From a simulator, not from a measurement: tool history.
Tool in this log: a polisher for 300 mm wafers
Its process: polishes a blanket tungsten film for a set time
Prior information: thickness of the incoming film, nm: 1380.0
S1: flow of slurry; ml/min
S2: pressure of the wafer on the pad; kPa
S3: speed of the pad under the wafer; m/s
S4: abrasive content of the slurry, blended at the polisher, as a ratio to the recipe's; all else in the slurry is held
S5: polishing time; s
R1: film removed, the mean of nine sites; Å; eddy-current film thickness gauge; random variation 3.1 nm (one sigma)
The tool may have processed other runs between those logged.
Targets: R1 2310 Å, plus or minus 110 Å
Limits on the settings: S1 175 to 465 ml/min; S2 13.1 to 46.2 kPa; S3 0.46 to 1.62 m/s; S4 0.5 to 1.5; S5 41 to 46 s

Run 1, day 0: S1 295 ml/min, S2 29.6 kPa, S3 1.04 m/s, S4 1, S5 46 s. Result: R1 3339.5 Å.
Run 2, day 0.138: S1 295 ml/min, S2 28.3 kPa, S3 1.04 m/s, S4 1, S5 46 s. Result: R1 3139.1 Å.
Run 3, day 0.296: S1 295 ml/min, S2 28.3 kPa, S3 1.04 m/s, S4 0.9, S5 46 s. Result: R1 3108 Å.
Run 4, day 0.325: S1 240 ml/min, S2 28.3 kPa, S3 1.04 m/s, S4 0.9, S5 46 s. Result: R1 2998.2 Å.
At day 0.433: head pressure recalibrated.
Run 5, day 0.433: S1 240 ml/min, S2 26.9 kPa, S3 1.04 m/s, S4 0.9, S5 46 s. Result: R1 2650.7 Å.
Run 6, day 0.738: S1 265 ml/min, S2 26.9 kPa, S3 1.04 m/s, S4 0.9, S5 46 s. Result: R1 2698 Å.
Run 7, day 0.929: S1 260 ml/min, S2 26.2 kPa, S3 1.04 m/s, S4 0.9, S5 46 s. Result: R1 2612.2 Å.
Run 8, day 1.167: S1 255 ml/min, S2 26.2 kPa, S3 1.04 m/s, S4 0.9, S5 46 s. Result: R1 2620.9 Å.

4 candidate next runs follow, results not yet known. Just one meets every target within its allowed miss. Identify it.
Run A, day 1.404: S1 255 ml/min, S2 30.3 kPa, S3 0.9 m/s, S4 1.2, S5 46 s. Result: R1 ?.
Run B, day 1.404: S1 255 ml/min, S2 24.1 kPa, S3 1.3 m/s, S4 0.85, S5 46 s. Result: R1 ?.
Run C, day 1.404: S1 350 ml/min, S2 29.6 kPa, S3 1.36 m/s, S4 1, S5 41 s. Result: R1 ?.
Run D, day 1.404: S1 260 ml/min, S2 26.2 kPa, S3 0.94 m/s, S4 0.8, S5 46 s. Result: R1 ?.

move      R1
   A  2796.1
   B  2811.7
   C  3389.7
   D  2294.5
A: further off than the last run
B: further off than the last run
C: further off than the last run
D: all results in spec
Move D is the one to make.

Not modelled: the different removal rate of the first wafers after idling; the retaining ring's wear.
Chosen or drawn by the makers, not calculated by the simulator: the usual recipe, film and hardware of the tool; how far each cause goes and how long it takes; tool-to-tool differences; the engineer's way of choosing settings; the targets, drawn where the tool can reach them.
